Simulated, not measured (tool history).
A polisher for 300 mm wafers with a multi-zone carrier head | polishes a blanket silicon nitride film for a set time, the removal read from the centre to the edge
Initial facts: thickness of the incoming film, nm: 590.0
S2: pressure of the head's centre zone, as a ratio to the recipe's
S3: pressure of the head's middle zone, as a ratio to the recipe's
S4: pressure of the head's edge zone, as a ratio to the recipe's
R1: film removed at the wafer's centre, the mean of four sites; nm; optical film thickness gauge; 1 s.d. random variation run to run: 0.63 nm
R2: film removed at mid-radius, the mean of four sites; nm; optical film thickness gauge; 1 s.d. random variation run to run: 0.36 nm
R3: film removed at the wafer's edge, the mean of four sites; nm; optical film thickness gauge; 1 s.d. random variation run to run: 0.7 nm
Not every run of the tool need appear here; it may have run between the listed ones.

run 1 hour=0 | flow_of_slurry_(ml/min)=175 S2=1 S3=1 S4=1 polishing_time_(s)=59 | R1=56.083 R2=55.872 R3=57.407
run 2 hour=4.7 | flow_of_slurry_(ml/min)=170 S2=0.99 S3=0.98 S4=0.99 polishing_time_(s)=58 | R1=53.913 R2=54.208 R3=56.202
run 3 hour=8.9 | flow_of_slurry_(ml/min)=195 S2=0.99 S3=0.98 S4=0.99 polishing_time_(s)=58 | R1=54.993 R2=55.073 R3=56.34
run 4 hour=10.2 | flow_of_slurry_(ml/min)=195 S2=0.99 S3=0.98 S4=1.07 polishing_time_(s)=58 | R1=55.227 R2=55.828 R3=58.835
run 5 hour=13.1 | flow_of_slurry_(ml/min)=195 S2=0.98 S3=0.97 S4=1.05 polishing_time_(s)=57 | R1=54.789 R2=53.88 R3=58.673
run 6 hour=15.9 | flow_of_slurry_(ml/min)=225 S2=0.98 S3=0.97 S4=1.05 polishing_time_(s)=57 | R1=53.287 R2=55.458 R3=59.223
run 7 hour=19.7 | flow_of_slurry_(ml/min)=220 S2=0.97 S3=0.96 S4=1.03 polishing_time_(s)=56 | R1=52.982 R2=53.843 R3=56.317
run 8 hour=27 | flow_of_slurry_(ml/min)=215 S2=0.96 S3=0.95 S4=1.02 polishing_time_(s)=56 | R1=51.087 R2=52.803 R3=56.632
run 9 hour=34.9 | flow_of_slurry_(ml/min)=210 S2=0.96 S3=0.94 S4=1 polishing_time_(s)=56 | R1=52.395 R2=51.992 R3=55.348
run 10 hour=42.4 | flow_of_slurry_(ml/min)=205 S2=0.95 S3=0.93 S4=0.99 polishing_time_(s)=56 | R1=50.102 R2=50.962 R3=54.244
run 11 hour=44.7 | flow_of_slurry_(ml/min)=200 S2=0.95 S3=0.92 S4=0.98 polishing_time_(s)=56 | R1=51.508 R2=50.513 R3=54.896
run 12 hour=46.3 | flow_of_slurry_(ml/min)=200 S2=0.95 S3=0.92 S4=0.98 polishing_time_(s)=56 | R1=49.649 R2=50.162 R3=55.112
run 13 hour=54.2 | flow_of_slurry_(ml/min)=195 S2=0.95 S3=0.91 S4=0.97 polishing_time_(s)=56 | R1=51.065 R2=49.957 R3=54.283
run 14 hour=60.2 | flow_of_slurry_(ml/min)=195 S2=0.94 S3=0.9 S4=0.96 polishing_time_(s)=56 | R1=51.104 R2=49.746 R3=54.947

The next listed run, before its measurement:
run 15 hour=68.1 | flow_of_slurry_(ml/min)=145 S2=0.92 S3=0.88 S4=0.9 polishing_time_(s)=52 | R1=? R2=? R3=?

{"run 15": {"R1": 42.696, "R2": 43.871, "R3": 47.777}}
